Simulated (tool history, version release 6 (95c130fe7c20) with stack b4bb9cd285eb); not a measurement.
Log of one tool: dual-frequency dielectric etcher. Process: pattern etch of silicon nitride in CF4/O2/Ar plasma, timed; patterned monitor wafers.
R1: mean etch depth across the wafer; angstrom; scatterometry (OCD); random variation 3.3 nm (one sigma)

{"run": 1, "hour": 0.0, "source power (kW)": 0.56, "bias power (kW)": 0.056, "Ar flow (sccm)": 97, "CF4 flow (sccm)": 88, "etch time (s)": 379.5, "R1": 8483}
{"run": 2, "hour": 6.4, "source power (kW)": 0.56, "bias power (kW)": 0.065, "Ar flow (sccm)": 97, "CF4 flow (sccm)": 88, "etch time (s)": 379.5, "R1": 8862.5}
{"run": 3, "hour": 14.4, "source power (kW)": 0.56, "bias power (kW)": 0.065, "Ar flow (sccm)": 97, "CF4 flow (sccm)": 76, "etch time (s)": 379.5, "R1": 8722.1}
{"run": 4, "hour": 23.3, "source power (kW)": 0.52, "bias power (kW)": 0.065, "Ar flow (sccm)": 97, "CF4 flow (sccm)": 76, "etch time (s)": 379.5, "R1": 8298.4}
{"run": 5, "hour": 24.4, "source power (kW)": 0.43, "bias power (kW)": 0.065, "Ar flow (sccm)": 97, "CF4 flow (sccm)": 76, "etch time (s)": 379.5, "R1": 7387.2}
{"hour": 26.5, "done": "source power generator calibrated"}
{"run": 6, "hour": 26.5, "source power (kW)": 0.43, "bias power (kW)": 0.065, "Ar flow (sccm)": 85, "CF4 flow (sccm)": 76, "etch time (s)": 379.5, "R1": 7216.2}
{"run": 7, "hour": 27.3, "source power (kW)": 0.41, "bias power (kW)": 0.065, "Ar flow (sccm)": 85, "CF4 flow (sccm)": 76, "etch time (s)": 379.5, "R1": 6999.8}

Run 8 comes next. What will it give?
{"run": 8, "hour": 34.4, "source power (kW)": 0.4, "bias power (kW)": 0.065, "Ar flow (sccm)": 85, "CF4 flow (sccm)": 76, "etch time (s)": 379.5, "R1": "?"}

{"run 8": {"R1": 6879.4}}
